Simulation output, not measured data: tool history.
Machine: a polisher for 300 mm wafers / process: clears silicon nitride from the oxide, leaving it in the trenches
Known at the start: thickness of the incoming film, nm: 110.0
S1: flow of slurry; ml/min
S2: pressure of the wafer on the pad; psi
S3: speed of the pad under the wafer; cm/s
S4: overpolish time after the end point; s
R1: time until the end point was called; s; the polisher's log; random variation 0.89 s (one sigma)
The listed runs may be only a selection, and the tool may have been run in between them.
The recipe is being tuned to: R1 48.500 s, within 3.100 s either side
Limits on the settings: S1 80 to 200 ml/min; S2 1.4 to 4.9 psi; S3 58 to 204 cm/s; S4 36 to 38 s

run 1 hour=0.0 | S1=130 S2=3.1 S3=130 S4=36 | R1=95.623
run 2 hour=6.2 | S1=130 S2=3.5 S3=134 S4=36 | R1=83.953
run 3 hour=8.7 | S1=130 S2=4.1 S3=134 S4=36 | R1=71.314
run 4 hour=12.8 | S1=130 S2=4.3 S3=138 S4=36 | R1=65.671
run 5 hour=17.4 | S1=130 S2=4.4 S3=142 S4=36 | R1=62.066
run 6 hour=20.7 | S1=130 S2=4.4 S3=142 S4=38 | R1=60.346
run 7 hour=27.6 | S1=135 S2=4.9 S3=150 S4=38 | R1=52.326
run 8 hour=34.8 | S1=135 S2=4.9 S3=152 S4=38 | R1=51.489

5 candidate next runs follow, results not yet known. Just one meets every target within its allowed miss. Identify it.
run A hour=42.0 | S1=125 S2=4.8 S3=134 S4=38 | R1=?
run B hour=42.0 | S1=120 S2=3.9 S3=188 S4=36 | R1=?
run C hour=42.0 | S1=120 S2=4.9 S3=162 S4=37 | R1=?
run D hour=42.0 | S1=135 S2=4.2 S3=158 S4=38 | R1=?
run E hour=42.0 | S1=145 S2=4.9 S3=134 S4=36 | R1=?

move=A R1=60.618
move=B R1=53.585
move=C R1=49.807
move=D R1=57.842
move=E R1=57.827
A: the biggest miss grows against the last run
B: the biggest miss grows against the last run
C: meets every target
D: the biggest miss grows against the last run
E: the biggest miss grows against the last run
C meets every target.
